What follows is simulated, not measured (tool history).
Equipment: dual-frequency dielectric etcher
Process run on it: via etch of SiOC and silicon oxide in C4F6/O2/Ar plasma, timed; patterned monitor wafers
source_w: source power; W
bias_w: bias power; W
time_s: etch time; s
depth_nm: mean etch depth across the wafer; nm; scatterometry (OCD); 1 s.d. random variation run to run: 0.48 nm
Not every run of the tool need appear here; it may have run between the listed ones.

{"run": 1, "hour": 0.0, "source_w": 370, "bias_w": 197, "time_s": 94, "depth_nm": 115.26}
{"run": 2, "hour": 1.5, "source_w": 320, "bias_w": 197, "time_s": 94, "depth_nm": 112.13}
{"run": 3, "hour": 4.4, "source_w": 300, "bias_w": 182, "time_s": 94, "depth_nm": 106.61}
{"run": 4, "hour": 13.2, "source_w": 300, "bias_w": 182, "time_s": 94, "depth_nm": 106.99}
{"run": 5, "hour": 16.8, "source_w": 290, "bias_w": 173, "time_s": 94, "depth_nm": 104.66}
{"run": 6, "hour": 21.0, "source_w": 290, "bias_w": 193, "time_s": 94, "depth_nm": 109.1}
{"run": 7, "hour": 27.5, "source_w": 280, "bias_w": 182, "time_s": 94, "depth_nm": 106.32}
{"run": 8, "hour": 33.1, "source_w": 280, "bias_w": 182, "time_s": 94, "depth_nm": 106.37}
{"run": 9, "hour": 37.8, "source_w": 270, "bias_w": 172, "time_s": 94, "depth_nm": 103.63}

What does the tool deliver on the next run?
{"run": 10, "hour": 39.6, "source_w": 260, "bias_w": 164, "time_s": 94, "depth_nm": "?"}

For run 10 the tool returned depth_nm 101.88 nm.
